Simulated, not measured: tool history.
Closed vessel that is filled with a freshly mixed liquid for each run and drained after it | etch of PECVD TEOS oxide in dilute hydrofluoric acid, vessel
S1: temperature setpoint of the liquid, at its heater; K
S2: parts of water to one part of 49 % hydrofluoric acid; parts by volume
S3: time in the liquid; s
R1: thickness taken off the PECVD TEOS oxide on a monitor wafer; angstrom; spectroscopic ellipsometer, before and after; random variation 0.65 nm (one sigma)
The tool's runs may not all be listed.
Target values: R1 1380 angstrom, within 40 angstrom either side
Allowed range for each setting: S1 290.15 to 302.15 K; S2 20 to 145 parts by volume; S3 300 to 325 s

run 1 hour=0 | S1=294.15 S2=80 S3=300 | R1=454.84
run 2 hour=3.3 | S1=294.15 S2=80 S3=300 | R1=453.62
run 3 hour=10.7 | S1=294.15 S2=80 S3=300 | R1=446.27
run 4 hour=19.2 | S1=296.65 S2=60 S3=300 | R1=678.42
run 5 hour=21.9 | S1=298.15 S2=50 S3=300 | R1=880.44
run 6 hour=23.5 | S1=298.15 S2=50 S3=300 | R1=878.82
run 7 hour=29.8 | S1=299.65 S2=45 S3=300 | R1=1046
run 8 hour=32.8 | S1=300.65 S2=40 S3=300 | R1=1231
run 9 hour=37.3 | S1=301.15 S2=40 S3=300 | R1=1260.4
run 10 hour=42.2 | S1=302.15 S2=35 S3=300 | R1=1525.4
run 11 hour=47.4 | S1=300.65 S2=35 S3=300 | R1=1428.1

4 candidate next runs follow, results not yet known. Just one meets every target within its allowed miss. Identify it.
run A hour=52.6 | S1=299.65 S2=35 S3=325 | R1=?
run B hour=52.6 | S1=301.65 S2=40 S3=300 | R1=?
run C hour=52.6 | S1=301.15 S2=40 S3=325 | R1=?
run D hour=52.6 | S1=300.15 S2=40 S3=325 | R1=?

move=A R1=1487
move=B R1=1292.3
move=C R1=1372.2
move=D R1=1318
A: its largest miss is bigger than the last run's
B: carries the result that was furthest off beyond its target, to the other side
C: every result within its allowed miss
D: carries the result that was furthest off beyond its target, to the other side
The move that meets every target is C.

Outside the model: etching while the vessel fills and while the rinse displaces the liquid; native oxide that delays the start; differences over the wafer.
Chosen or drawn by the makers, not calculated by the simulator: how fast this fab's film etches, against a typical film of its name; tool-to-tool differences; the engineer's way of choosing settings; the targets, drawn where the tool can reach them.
